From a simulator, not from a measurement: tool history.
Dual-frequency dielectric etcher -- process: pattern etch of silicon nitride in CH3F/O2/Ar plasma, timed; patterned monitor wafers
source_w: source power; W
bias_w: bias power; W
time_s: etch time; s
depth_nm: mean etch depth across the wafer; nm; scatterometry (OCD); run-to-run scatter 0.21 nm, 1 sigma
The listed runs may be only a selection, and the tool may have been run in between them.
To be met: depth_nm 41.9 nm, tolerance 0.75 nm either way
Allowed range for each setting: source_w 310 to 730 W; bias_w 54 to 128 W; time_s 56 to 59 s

run	day	source_w	bias_w	time_s	depth_nm
1	0	520	91	56	46.094
2	0.204	520	84	56	44.464
3	0.233	500	84	56	43.163
4	0.4	490	84	56	43.463
5	0.446	540	84	56	45.064
6	0.65	520	84	56	43.924
7	0.708	510	84	56	43.726
8	1.017	500	84	56	43.462
9	1.342	490	84	56	42.985
10	1.483	480	84	56	42.388

Next run, 5 choices. One meets every target within its allowed miss, the rest don't. Which?
A	1.625	480	86	56.5	?
B	1.625	470	81	59	?
C	1.625	450	87	58	?
D	1.625	470	88	56	?
E	1.625	450	77	59	?

move	depth_nm
A	43.366
B	43.663
C	43.65
D	43.095
E	41.904
A: misses by more than the last run did
B: misses by more than the last run did
C: misses by more than the last run did
D: misses by more than the last run did
E: each result inside its tolerance
E is the move that brings every result within its allowed miss.
